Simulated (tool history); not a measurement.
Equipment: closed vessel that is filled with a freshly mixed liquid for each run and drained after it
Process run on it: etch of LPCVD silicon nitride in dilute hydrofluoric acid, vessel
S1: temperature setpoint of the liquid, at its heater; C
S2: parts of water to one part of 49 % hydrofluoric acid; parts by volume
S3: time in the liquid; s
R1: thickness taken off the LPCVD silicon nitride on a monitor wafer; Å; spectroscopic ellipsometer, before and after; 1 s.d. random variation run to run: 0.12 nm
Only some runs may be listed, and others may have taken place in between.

run	hour	S1	S2	S3	R1
1	0	26	150	2765	123.08
2	5.1	26	190	2765	97.452
3	13.7	24	190	2765	86.481
4	16.3	24	190	2765	86.14
5	24.9	24	190	2970	91.985
6	32.8	26	185	2970	107.43
7	36	27.5	175	2970	124.18
8	44.9	27.5	175	2970	125.87
9	52.6	28.5	170	2970	137.3

Run 10 has not been measured yet. What should we expect?
10	57	29.5	165	2970	?

Run 10 measured R1 150.65 Å.
